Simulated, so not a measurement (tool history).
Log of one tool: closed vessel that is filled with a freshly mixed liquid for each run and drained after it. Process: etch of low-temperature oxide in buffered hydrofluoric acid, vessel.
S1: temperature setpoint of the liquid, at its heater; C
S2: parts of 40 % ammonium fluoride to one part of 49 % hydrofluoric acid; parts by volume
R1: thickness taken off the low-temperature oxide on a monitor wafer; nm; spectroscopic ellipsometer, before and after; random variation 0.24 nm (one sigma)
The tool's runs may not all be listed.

Run 1, hour 0: S1 22 C, S2 12.5 parts by volume, time in the liquid (s) 30. Result: R1 46.852 nm.
Run 2, hour 2.9: S1 19 C, S2 12.5 parts by volume, time in the liquid (s) 30. Result: R1 39.354 nm.
Run 3, hour 8.3: S1 19 C, S2 11.5 parts by volume, time in the liquid (s) 30. Result: R1 43.006 nm.
Run 4, hour 9.6: S1 21.5 C, S2 11.5 parts by volume, time in the liquid (s) 30. Result: R1 49.861 nm.
Run 5, hour 12.1: S1 20.5 C, S2 11.5 parts by volume, time in the liquid (s) 30. Result: R1 46.967 nm.
Run 6, hour 15: S1 20 C, S2 11.5 parts by volume, time in the liquid (s) 30. Result: R1 45.183 nm.
Run 7, hour 16.7: S1 19.5 C, S2 11.5 parts by volume, time in the liquid (s) 30. Result: R1 44.343 nm.

Run 8 has not been measured yet. What should we expect?
Run 8, hour 20.1: S1 19 C, S2 11.5 parts by volume, time in the liquid (s) 30. Result: R1 ?.

{"run 8": {"R1": 42.886}}
